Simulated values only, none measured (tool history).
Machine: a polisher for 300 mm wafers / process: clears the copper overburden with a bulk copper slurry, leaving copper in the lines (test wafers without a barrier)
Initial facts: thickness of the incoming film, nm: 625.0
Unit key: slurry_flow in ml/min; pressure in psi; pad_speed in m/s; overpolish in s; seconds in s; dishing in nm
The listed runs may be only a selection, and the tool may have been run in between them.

Run 1, day 0.000: slurry_flow 180 ml/min, pressure 1.7 psi, pad_speed 1.20 m/s, slurry_solids 1.0, overpolish 29 s. Result: seconds 77.752 s, dishing 109.78 nm.
Run 2, day 0.183: slurry_flow 180 ml/min, pressure 1.8 psi, pad_speed 1.20 m/s, slurry_solids 1.0, overpolish 28 s. Result: seconds 75.221 s, dishing 111.64 nm.
Run 3, day 0.221: slurry_flow 180 ml/min, pressure 2.2 psi, pad_speed 1.20 m/s, slurry_solids 1.0, overpolish 28 s. Result: seconds 64.772 s, dishing 126.20 nm.
Run 4, day 0.367: slurry_flow 180 ml/min, pressure 2.2 psi, pad_speed 1.20 m/s, slurry_solids 0.8, overpolish 28 s. Result: seconds 66.972 s, dishing 124.33 nm.
Run 5, day 0.592: slurry_flow 180 ml/min, pressure 2.2 psi, pad_speed 1.22 m/s, slurry_solids 0.8, overpolish 27 s. Result: seconds 64.235 s, dishing 122.62 nm.
Run 6, day 0.638: slurry_flow 210 ml/min, pressure 2.2 psi, pad_speed 1.22 m/s, slurry_solids 0.8, overpolish 27 s. Result: seconds 65.469 s, dishing 123.12 nm.
Run 7, day 0.842: slurry_flow 210 ml/min, pressure 2.2 psi, pad_speed 1.24 m/s, slurry_solids 0.8, overpolish 26 s. Result: seconds 63.136 s, dishing 122.08 nm.
Run 8, day 1.204: slurry_flow 210 ml/min, pressure 2.2 psi, pad_speed 1.24 m/s, slurry_solids 0.8, overpolish 25 s. Result: seconds 62.589 s, dishing 118.74 nm.

The next listed run, before its measurement:
Run 9, day 1.579: slurry_flow 210 ml/min, pressure 2.3 psi, pad_speed 1.26 m/s, slurry_solids 0.8, overpolish 23 s. Result: seconds ?, dishing ?.

For run 9 the tool returned seconds 60.315 s, dishing 118.71 nm.
